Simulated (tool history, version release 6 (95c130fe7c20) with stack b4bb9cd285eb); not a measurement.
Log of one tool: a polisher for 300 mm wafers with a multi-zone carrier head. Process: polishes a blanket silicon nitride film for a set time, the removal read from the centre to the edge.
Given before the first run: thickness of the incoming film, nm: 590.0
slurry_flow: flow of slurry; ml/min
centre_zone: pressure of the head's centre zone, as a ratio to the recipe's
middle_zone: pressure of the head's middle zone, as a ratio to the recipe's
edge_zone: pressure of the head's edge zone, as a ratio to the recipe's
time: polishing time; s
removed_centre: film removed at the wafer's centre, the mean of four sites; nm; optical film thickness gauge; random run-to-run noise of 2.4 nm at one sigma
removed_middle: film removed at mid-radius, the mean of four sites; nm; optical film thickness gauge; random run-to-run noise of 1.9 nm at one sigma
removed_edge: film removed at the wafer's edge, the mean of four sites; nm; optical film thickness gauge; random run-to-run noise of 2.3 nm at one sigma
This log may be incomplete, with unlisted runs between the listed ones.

run 1 day=0.000 | slurry_flow=200 centre_zone=1.00 middle_zone=1.00 edge_zone=1.00 time=68 | removed_centre=207.97 removed_middle=212.02 removed_edge=208.52
run 2 day=0.083 | slurry_flow=200 centre_zone=1.00 middle_zone=1.00 edge_zone=1.06 time=68 | removed_centre=207.85 removed_middle=208.25 removed_edge=218.82
run 3 day=0.112 | slurry_flow=215 centre_zone=1.02 middle_zone=1.05 edge_zone=1.06 time=69 | removed_centre=216.04 removed_middle=229.33 removed_edge=223.25
run 4 day=0.458 | slurry_flow=230 centre_zone=1.04 middle_zone=1.07 edge_zone=1.07 time=69 | removed_centre=225.13 removed_middle=232.30 removed_edge=223.88
-- day=0.525 slurry nozzle cleaned
run 5 day=0.525 | slurry_flow=240 centre_zone=1.05 middle_zone=1.10 edge_zone=1.08 time=70 | removed_centre=244.46 removed_middle=251.94 removed_edge=237.15
run 6 day=0.717 | slurry_flow=240 centre_zone=1.09 middle_zone=1.10 edge_zone=1.08 time=70 | removed_centre=252.26 removed_middle=256.10 removed_edge=237.98
run 7 day=0.962 | slurry_flow=245 centre_zone=1.08 middle_zone=1.12 edge_zone=1.09 time=70 | removed_centre=251.70 removed_middle=258.58 removed_edge=236.85

Predict the results of run 8:
run 8 day=1.112 | slurry_flow=275 centre_zone=1.04 middle_zone=1.19 edge_zone=1.14 time=72 | removed_centre=? removed_middle=? removed_edge=?

removed_centre: 252.29 nm
removed_middle: 285.61 nm
removed_edge: 255.49 nm

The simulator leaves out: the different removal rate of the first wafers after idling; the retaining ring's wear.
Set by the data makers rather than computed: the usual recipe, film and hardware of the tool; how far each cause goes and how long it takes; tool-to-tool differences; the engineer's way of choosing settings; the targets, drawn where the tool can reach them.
